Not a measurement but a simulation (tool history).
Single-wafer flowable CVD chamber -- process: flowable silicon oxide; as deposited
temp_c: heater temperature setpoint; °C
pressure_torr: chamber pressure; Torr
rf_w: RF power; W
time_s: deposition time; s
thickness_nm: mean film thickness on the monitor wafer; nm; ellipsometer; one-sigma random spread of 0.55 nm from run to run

run,hour,temp_c,pressure_torr,rf_w,time_s,thickness_nm
1,0,110,0.72,2435,641,278.59
2,1.5,113,0.72,2435,641,248.73
3,5.5,113,0.72,2770,641,254.71
4,6.2,113,0.618,2770,641,224.7
# hour 11.3: thermocouple changed; heater temperature recalibrated
5,11.3,113,0.618,2770,641,204.76
6,20.2,108,0.618,2770,641,242.75
7,26,111,0.618,2770,641,219.36
8,30.3,113,0.618,2770,641,206.57
9,32.4,115,0.618,2770,641,192.5

Predict the results of run 10:
10,40.8,116,0.618,2770,641,?

Run 10 gave thickness_nm 184.54 nm.
